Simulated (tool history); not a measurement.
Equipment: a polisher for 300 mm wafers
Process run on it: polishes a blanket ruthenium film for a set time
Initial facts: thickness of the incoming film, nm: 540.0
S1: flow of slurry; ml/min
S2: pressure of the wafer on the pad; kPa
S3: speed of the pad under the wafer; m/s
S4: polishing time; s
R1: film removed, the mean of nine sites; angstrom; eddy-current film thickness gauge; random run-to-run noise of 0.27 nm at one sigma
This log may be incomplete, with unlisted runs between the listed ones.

run 1 hour=0.0 | S1=245 S2=11.0 S3=0.80 S4=56 | R1=529.31
run 2 hour=4.4 | S1=240 S2=10.3 S3=0.80 S4=56 | R1=499.03
run 3 hour=9.1 | S1=235 S2=10.3 S3=0.80 S4=56 | R1=497.65
run 4 hour=11.4 | S1=235 S2=13.1 S3=0.80 S4=56 | R1=620.56
run 5 hour=13.2 | S1=230 S2=12.4 S3=0.80 S4=56 | R1=585.83
-- hour=19.0 head pressure recalibrated
run 6 hour=19.0 | S1=260 S2=12.4 S3=0.80 S4=56 | R1=539.57

Run 7, settings as shown, results not yet in. Your forecast:
run 7 hour=21.4 | S1=275 S2=12.4 S3=0.80 S4=56 | R1=?

R1: 538.37 angstrom
